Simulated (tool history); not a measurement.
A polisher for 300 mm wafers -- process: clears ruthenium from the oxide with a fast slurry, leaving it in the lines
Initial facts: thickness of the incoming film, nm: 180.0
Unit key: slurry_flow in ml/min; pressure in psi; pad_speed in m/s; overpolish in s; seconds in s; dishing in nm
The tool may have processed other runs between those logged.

{"run": 1, "hour": 0.0, "slurry_flow": 195, "pressure": 1.8, "pad_speed": 0.82, "slurry_solids": 1.0, "overpolish": 21, "seconds": 73.98, "dishing": 42.405}
{"run": 2, "hour": 6.6, "slurry_flow": 195, "pressure": 1.5, "pad_speed": 0.72, "slurry_solids": 1.0, "overpolish": 24, "seconds": 102.38, "dishing": 36.835}
{"run": 3, "hour": 8.7, "slurry_flow": 195, "pressure": 1.1, "pad_speed": 0.72, "slurry_solids": 1.0, "overpolish": 24, "seconds": 132.82, "dishing": 28.887}
{"run": 4, "hour": 15.6, "slurry_flow": 195, "pressure": 1.0, "pad_speed": 0.68, "slurry_solids": 1.0, "overpolish": 26, "seconds": 153.93, "dishing": 27.376}
{"run": 5, "hour": 20.4, "slurry_flow": 195, "pressure": 1.0, "pad_speed": 0.5, "slurry_solids": 1.0, "overpolish": 26, "seconds": 205.63, "dishing": 20.52}
{"run": 6, "hour": 27.4, "slurry_flow": 240, "pressure": 1.0, "pad_speed": 0.5, "slurry_solids": 1.0, "overpolish": 26, "seconds": 202.25, "dishing": 21.194}
{"run": 7, "hour": 31.7, "slurry_flow": 240, "pressure": 1.0, "pad_speed": 0.5, "slurry_solids": 1.0, "overpolish": 28, "seconds": 201.98, "dishing": 22.743}

What will run 8 give?
{"run": 8, "hour": 35.8, "slurry_flow": 240, "pressure": 1.0, "pad_speed": 0.5, "slurry_solids": 1.0, "overpolish": 30, "seconds": "?", "dishing": "?"}

Run 8 yielded seconds 193.02 s, dishing 24.692 nm.
